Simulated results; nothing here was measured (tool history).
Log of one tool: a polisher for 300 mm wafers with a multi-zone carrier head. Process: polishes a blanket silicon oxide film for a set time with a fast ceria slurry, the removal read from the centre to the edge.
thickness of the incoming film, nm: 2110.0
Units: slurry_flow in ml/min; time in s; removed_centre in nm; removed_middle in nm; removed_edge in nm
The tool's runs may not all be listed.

Run 1, day 0.000: slurry_flow 130 ml/min, centre_zone 1.00, middle_zone 1.00, edge_zone 1.00, time 41 s. Result: removed_centre 776.49 nm, removed_middle 753.18 nm, removed_edge 777.26 nm.
Run 2, day 0.038: slurry_flow 130 ml/min, centre_zone 1.03, middle_zone 1.00, edge_zone 1.00, time 41 s. Result: removed_centre 792.93 nm, removed_middle 753.85 nm, removed_edge 790.72 nm.
Run 3, day 0.154: slurry_flow 130 ml/min, centre_zone 1.03, middle_zone 1.00, edge_zone 0.95, time 41 s. Result: removed_centre 793.89 nm, removed_middle 749.75 nm, removed_edge 776.67 nm.
Run 4, day 0.321: slurry_flow 130 ml/min, centre_zone 1.08, middle_zone 1.00, edge_zone 0.95, time 41 s. Result: removed_centre 816.09 nm, removed_middle 751.62 nm, removed_edge 741.73 nm.
Run 5, day 0.421: slurry_flow 130 ml/min, centre_zone 1.08, middle_zone 1.00, edge_zone 0.95, time 51 s. Result: removed_centre 1025.30 nm, removed_middle 950.74 nm, removed_edge 930.11 nm.
Run 6, day 0.717: slurry_flow 130 ml/min, centre_zone 1.08, middle_zone 0.96, edge_zone 0.95, time 51 s. Result: removed_centre 1029.20 nm, removed_middle 900.37 nm, removed_edge 931.55 nm.
Run 7, day 0.917: slurry_flow 130 ml/min, centre_zone 1.05, middle_zone 0.98, edge_zone 0.96, time 51 s. Result: removed_centre 1013.30 nm, removed_middle 929.18 nm, removed_edge 955.92 nm.
Run 8, day 1.217: slurry_flow 130 ml/min, centre_zone 1.02, middle_zone 1.00, edge_zone 0.97, time 51 s. Result: removed_centre 976.51 nm, removed_middle 940.75 nm, removed_edge 932.56 nm.
Run 9, day 1.496: slurry_flow 130 ml/min, centre_zone 0.99, middle_zone 1.01, edge_zone 1.00, time 52 s. Result: removed_centre 987.43 nm, removed_middle 959.45 nm, removed_edge 948.46 nm.
Run 10, day 1.554: slurry_flow 95 ml/min, centre_zone 0.89, middle_zone 1.10, edge_zone 1.05, time 61 s. Result: removed_centre 1001.00 nm, removed_middle 1149.40 nm, removed_edge 1124.80 nm.
Run 11, day 1.654: slurry_flow 95 ml/min, centre_zone 0.88, middle_zone 1.10, edge_zone 1.04, time 61 s. Result: removed_centre 985.27 nm, removed_middle 1137.70 nm, removed_edge 1132.30 nm.

Forecast run 12:
Run 12, day 1.792: slurry_flow 95 ml/min, centre_zone 0.88, middle_zone 1.10, edge_zone 1.03, time 61 s. Result: removed_centre ?, removed_middle ?, removed_edge ?.

Run 12 gave removed_centre 981.57 nm, removed_middle 1154.00 nm, removed_edge 1128.20 nm.

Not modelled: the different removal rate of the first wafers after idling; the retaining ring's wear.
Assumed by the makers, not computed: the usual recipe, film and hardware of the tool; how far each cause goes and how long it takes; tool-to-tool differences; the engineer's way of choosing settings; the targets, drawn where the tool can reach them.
